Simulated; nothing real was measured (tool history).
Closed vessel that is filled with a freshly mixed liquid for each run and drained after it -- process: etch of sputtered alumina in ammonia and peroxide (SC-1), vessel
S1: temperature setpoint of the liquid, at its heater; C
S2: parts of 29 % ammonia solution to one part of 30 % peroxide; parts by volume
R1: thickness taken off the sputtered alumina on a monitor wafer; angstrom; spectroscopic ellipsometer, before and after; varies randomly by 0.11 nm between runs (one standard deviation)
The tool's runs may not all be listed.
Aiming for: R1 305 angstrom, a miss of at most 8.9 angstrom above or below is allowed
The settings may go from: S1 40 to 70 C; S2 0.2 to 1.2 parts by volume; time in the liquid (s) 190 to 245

{"run": 1, "hour": 0.0, "S1": 56, "S2": 0.9, "time in the liquid (s)": 245, "R1": 205.51}
{"run": 2, "hour": 7.7, "S1": 60.5, "S2": 0.9, "time in the liquid (s)": 245, "R1": 262.1}
{"run": 3, "hour": 13.9, "S1": 60.5, "S2": 0.9, "time in the liquid (s)": 190, "R1": 201.65}
{"run": 4, "hour": 18.0, "S1": 60.5, "S2": 0.9, "time in the liquid (s)": 245, "R1": 259.78}
{"run": 5, "hour": 23.9, "S1": 60.5, "S2": 0.6, "time in the liquid (s)": 245, "R1": 250.08}
{"hour": 26.9, "done": "ammonia flow meter replaced"}
{"run": 6, "hour": 26.9, "S1": 61, "S2": 0.6, "time in the liquid (s)": 245, "R1": 259.58}
{"run": 7, "hour": 31.3, "S1": 61.5, "S2": 0.6, "time in the liquid (s)": 245, "R1": 265.91}
{"run": 8, "hour": 40.0, "S1": 62, "S2": 0.6, "time in the liquid (s)": 245, "R1": 272.7}
{"run": 9, "hour": 47.5, "S1": 62.5, "S2": 0.6, "time in the liquid (s)": 245, "R1": 279.66}
{"run": 10, "hour": 53.9, "S1": 63, "S2": 0.6, "time in the liquid (s)": 245, "R1": 286.58}
{"run": 11, "hour": 56.9, "S1": 63.5, "S2": 0.6, "time in the liquid (s)": 245, "R1": 293.02}

Exactly one of the 5 candidate moves below puts every result within its allowed miss. Which one?
{"run": "A", "hour": 59.9, "S1": 69.5, "S2": 0.95, "time in the liquid (s)": 195, "R1": "?"}
{"run": "B", "hour": 59.9, "S1": 65.5, "S2": 0.55, "time in the liquid (s)": 230, "R1": "?"}
{"run": "C", "hour": 59.9, "S1": 70, "S2": 1, "time in the liquid (s)": 195, "R1": "?"}
{"run": "D", "hour": 59.9, "S1": 64, "S2": 0.3, "time in the liquid (s)": 245, "R1": "?"}
{"run": "E", "hour": 59.9, "S1": 66.5, "S2": 0.55, "time in the liquid (s)": 235, "R1": "?"}

move=A R1=327.51
move=B R1=301.86
move=C R1=337.09
move=D R1=281.86
move=E R1=324.01
A: moves the result that the last run missed by most past its target, out the other side
B: all results land within tolerance of their targets
C: moves the result that the last run missed by most past its target, out the other side
D: its largest miss is bigger than the last run's
E: moves the result that the last run missed by most past its target, out the other side
So the answer is move B, the one that meets all the targets.
